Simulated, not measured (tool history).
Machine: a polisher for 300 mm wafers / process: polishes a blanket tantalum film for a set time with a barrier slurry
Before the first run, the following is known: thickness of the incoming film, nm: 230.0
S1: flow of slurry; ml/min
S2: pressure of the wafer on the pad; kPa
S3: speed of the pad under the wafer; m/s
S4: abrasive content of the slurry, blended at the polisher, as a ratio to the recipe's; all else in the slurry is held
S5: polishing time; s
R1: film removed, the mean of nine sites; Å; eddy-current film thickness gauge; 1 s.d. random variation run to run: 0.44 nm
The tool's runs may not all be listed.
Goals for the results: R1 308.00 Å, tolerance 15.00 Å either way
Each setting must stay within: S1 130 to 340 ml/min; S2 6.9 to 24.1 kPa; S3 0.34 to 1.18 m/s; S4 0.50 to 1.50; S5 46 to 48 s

run 1 day=0.000 | S1=220 S2=15.2 S3=0.76 S4=1.00 S5=46 | R1=513.08
run 2 day=0.254 | S1=220 S2=14.5 S3=0.76 S4=1.00 S5=46 | R1=508.08
run 3 day=0.325 | S1=220 S2=14.5 S3=0.76 S4=1.20 S5=46 | R1=519.10
run 4 day=0.462 | S1=220 S2=13.8 S3=0.76 S4=1.20 S5=46 | R1=508.21
run 5 day=0.575 | S1=220 S2=13.8 S3=0.66 S4=1.20 S5=46 | R1=436.90
run 6 day=0.758 | S1=220 S2=13.1 S3=0.66 S4=1.20 S5=46 | R1=439.29
run 7 day=0.808 | S1=220 S2=12.4 S3=0.66 S4=1.20 S5=46 | R1=430.23
run 8 day=0.888 | S1=220 S2=11.7 S3=0.64 S4=1.20 S5=46 | R1=396.96
run 9 day=1.146 | S1=220 S2=11.0 S3=0.64 S4=1.20 S5=46 | R1=390.19
run 10 day=1.217 | S1=220 S2=10.3 S3=0.64 S4=1.20 S5=46 | R1=382.59

Pick the move, out of 5, that brings all results within their allowed miss; only one does.
run A day=1.288 | S1=215 S2=13.1 S3=0.72 S4=1.10 S5=48 | R1=?
run B day=1.288 | S1=250 S2=7.6 S3=0.60 S4=1.40 S5=46 | R1=?
run C day=1.288 | S1=205 S2=10.3 S3=0.74 S4=1.35 S5=48 | R1=?
run D day=1.288 | S1=165 S2=12.4 S3=0.42 S4=1.05 S5=46 | R1=?
run E day=1.288 | S1=270 S2=11.0 S3=0.68 S4=1.20 S5=47 | R1=?

move=A R1=482.52
move=B R1=315.18
move=C R1=446.14
move=D R1=273.79
move=E R1=425.64
A: moves away from the targets compared with the last run
B: all results land within tolerance of their targets
C: moves away from the targets compared with the last run
D: takes the biggest miss from the last run beyond its target
E: moves away from the targets compared with the last run
Answer: B
